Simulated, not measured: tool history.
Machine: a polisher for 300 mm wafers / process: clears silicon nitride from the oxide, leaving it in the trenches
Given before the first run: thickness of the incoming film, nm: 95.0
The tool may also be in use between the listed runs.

run,day,flow of slurry (ml/min),pressure of the wafer on the pad (psi),speed of the pad under the wafer (m/s),overpolish time after the end point (s),time until the end point was called (s)
1,0,275,2.3,1.12,20,110.47
2,0.204,275,2.4,1.14,20,107.2
3,0.238,275,2.5,1.16,20,100.17
4,0.429,220,2.5,1.16,20,107.92
5,0.771,220,2.5,0.88,20,137.66
# day 0.929: head pressure recalibrated
6,0.929,220,2.5,0.88,20,123.01
7,0.983,225,2.7,0.92,20,113.12
8,1.229,230,2.8,0.92,20,105.96
9,1.317,235,2.9,0.92,20,107.45
10,1.471,240,3,0.96,20,93.93
11,1.796,245,3.1,0.96,20,94.411

For run 12, what comes out?
12,2.042,245,3.2,0.98,20,?

time until the end point was called (s): 87.967
